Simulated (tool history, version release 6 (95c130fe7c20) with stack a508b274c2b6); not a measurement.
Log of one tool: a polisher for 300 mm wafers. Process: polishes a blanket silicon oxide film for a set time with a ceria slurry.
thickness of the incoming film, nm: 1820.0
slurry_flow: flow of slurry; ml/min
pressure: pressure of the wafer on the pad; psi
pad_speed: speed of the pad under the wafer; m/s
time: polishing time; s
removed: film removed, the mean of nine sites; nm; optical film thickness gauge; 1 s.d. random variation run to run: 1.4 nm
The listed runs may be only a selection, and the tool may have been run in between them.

run,day,slurry_flow,pressure,pad_speed,time,removed
1,0.000,280,3.8,1.38,32,213.51
2,0.062,280,3.8,1.38,29,194.15
3,0.342,280,3.7,1.38,29,189.35
4,0.367,315,3.7,1.38,29,192.29
5,0.658,250,3.7,1.38,29,186.77
6,0.829,250,3.7,1.38,29,186.17
# day 0.983: worn pad replaced by a new one
7,0.983,240,3.7,1.38,29,204.04
8,1.146,265,3.7,1.38,29,205.85
9,1.496,280,3.5,1.38,29,195.06

Run 10, settings as shown, results not yet in. Your forecast:
10,1.533,280,3.3,1.36,29,?

{"run 10": {"removed": 182.08}}

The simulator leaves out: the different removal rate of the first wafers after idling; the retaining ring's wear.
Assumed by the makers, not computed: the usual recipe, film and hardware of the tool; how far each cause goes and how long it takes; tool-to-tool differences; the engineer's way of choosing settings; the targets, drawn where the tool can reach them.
